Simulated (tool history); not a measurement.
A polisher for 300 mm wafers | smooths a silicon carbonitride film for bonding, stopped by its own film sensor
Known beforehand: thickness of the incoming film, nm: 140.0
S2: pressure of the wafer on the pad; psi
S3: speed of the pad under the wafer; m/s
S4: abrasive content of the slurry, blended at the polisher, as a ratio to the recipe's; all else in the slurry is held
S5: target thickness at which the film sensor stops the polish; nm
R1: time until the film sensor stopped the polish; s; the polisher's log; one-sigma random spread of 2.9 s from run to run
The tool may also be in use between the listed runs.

Run 1, hour 0: flow of slurry (ml/min) 280, S2 1.6 psi, S3 0.78 m/s, S4 1, S5 111 nm. Result: R1 178.74 s.
Run 2, hour 2.5: flow of slurry (ml/min) 280, S2 1.5 psi, S3 0.78 m/s, S4 1, S5 111 nm. Result: R1 188.3 s.
Run 3, hour 8.7: flow of slurry (ml/min) 280, S2 1.4 psi, S3 0.78 m/s, S4 1, S5 111 nm. Result: R1 202.8 s.
Run 4, hour 14.5: flow of slurry (ml/min) 280, S2 1.4 psi, S3 0.86 m/s, S4 1, S5 111 nm. Result: R1 186.6 s.
Run 5, hour 16.5: flow of slurry (ml/min) 280, S2 1.4 psi, S3 0.86 m/s, S4 1, S5 110 nm. Result: R1 192.82 s.
Run 6, hour 23.7: flow of slurry (ml/min) 280, S2 1.4 psi, S3 0.86 m/s, S4 1.1, S5 110 nm. Result: R1 186.31 s.
Run 7, hour 31.6: flow of slurry (ml/min) 280, S2 1.3 psi, S3 0.86 m/s, S4 1.1, S5 110 nm. Result: R1 197.89 s.

Estimate the outcome of run 8 from the log above:
Run 8, hour 32.4: flow of slurry (ml/min) 280, S2 1.2 psi, S3 0.86 m/s, S4 1.1, S5 110 nm. Result: R1 ?.

{"run 8": {"R1": 214.97}}
